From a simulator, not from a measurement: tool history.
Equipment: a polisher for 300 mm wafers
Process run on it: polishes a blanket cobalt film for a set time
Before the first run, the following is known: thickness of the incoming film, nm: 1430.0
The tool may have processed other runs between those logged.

| run | hour | flow of slurry (ml/min) | pressure of the wafer on the pad (psi) | speed of the pad under the wafer (m/s) | polishing time (s) | film removed (angstrom) |
|---|---|---|---|---|---|---|
| 1 | 0.0 | 180 | 1.8 | 0.90 | 119 | 4985.9 |
| 2 | 1.7 | 180 | 1.7 | 0.90 | 119 | 4790.0 |
| 3 | 5.0 | 180 | 1.6 | 0.90 | 119 | 4595.4 |
| 4 | 9.8 | 180 | 1.9 | 0.90 | 119 | 5298.8 |
| 5 | 11.1 | 210 | 1.9 | 0.90 | 119 | 5473.7 |
| 6 | 14.9 | 205 | 1.8 | 0.90 | 119 | 5186.6 |
| 7 | 18.5 | 200 | 1.7 | 0.90 | 119 | 4787.7 |
| 8 | 26.4 | 200 | 1.6 | 0.90 | 119 | 4572.5 |

For run 9, what comes out?
| 9 | 27.8 | 200 | 1.6 | 0.90 | 119 | ? |

{"run 9": {"film removed (angstrom)": 4587.8}}

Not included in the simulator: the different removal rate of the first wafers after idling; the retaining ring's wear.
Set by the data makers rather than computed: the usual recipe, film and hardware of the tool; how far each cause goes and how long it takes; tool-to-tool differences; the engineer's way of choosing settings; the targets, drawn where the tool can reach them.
